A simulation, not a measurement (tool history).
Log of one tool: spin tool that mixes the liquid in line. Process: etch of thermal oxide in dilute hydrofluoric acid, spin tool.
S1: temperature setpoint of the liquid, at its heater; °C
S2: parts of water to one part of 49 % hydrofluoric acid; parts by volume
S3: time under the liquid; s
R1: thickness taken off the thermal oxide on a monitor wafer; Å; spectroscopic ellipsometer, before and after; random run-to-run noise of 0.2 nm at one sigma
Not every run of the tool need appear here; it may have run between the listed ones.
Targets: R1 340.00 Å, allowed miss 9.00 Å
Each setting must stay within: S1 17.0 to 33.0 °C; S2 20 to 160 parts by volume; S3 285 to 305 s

| run | hour | S1 | S2 | S3 | R1 |
|---|---|---|---|---|---|
| 1 | 0.0 | 25.0 | 90 | 285 | 148.32 |
| 2 | 2.9 | 26.0 | 85 | 285 | 167.11 |
| 3 | 4.5 | 27.0 | 80 | 285 | 184.32 |
| 4 | 6.4 | 27.0 | 50 | 285 | 309.25 |
| 5 | 7.9 | 27.0 | 75 | 285 | 197.29 |
| 6 | 14.5 | 25.5 | 75 | 285 | 186.15 |
|  | 17.0 | hydrofluoric acid flow meter replaced |
| 7 | 17.0 | 26.5 | 75 | 285 | 206.27 |
| 8 | 19.4 | 30.5 | 70 | 285 | 260.97 |
| 9 | 27.4 | 31.0 | 70 | 285 | 263.00 |
| 10 | 35.7 | 32.0 | 65 | 285 | 298.08 |

Of the 5 settings listed for the next run, only one would bring every result within its allowed miss of target. Which one?
| A | 44.0 | 32.5 | 60 | 305 | ? |
| B | 44.0 | 32.5 | 55 | 285 | ? |
| C | 44.0 | 31.0 | 55 | 305 | ? |
| D | 44.0 | 33.0 | 60 | 305 | ? |
| E | 44.0 | 31.5 | 60 | 305 | ? |

| move | R1 |
|---|---|
| A | 359.27 |
| B | 369.19 |
| C | 372.93 |
| D | 366.16 |
| E | 345.79 |
A: pushes the last run's worst result past its target
B: pushes the last run's worst result past its target
C: pushes the last run's worst result past its target
D: pushes the last run's worst result past its target
E: in spec on every target
E meets every target.

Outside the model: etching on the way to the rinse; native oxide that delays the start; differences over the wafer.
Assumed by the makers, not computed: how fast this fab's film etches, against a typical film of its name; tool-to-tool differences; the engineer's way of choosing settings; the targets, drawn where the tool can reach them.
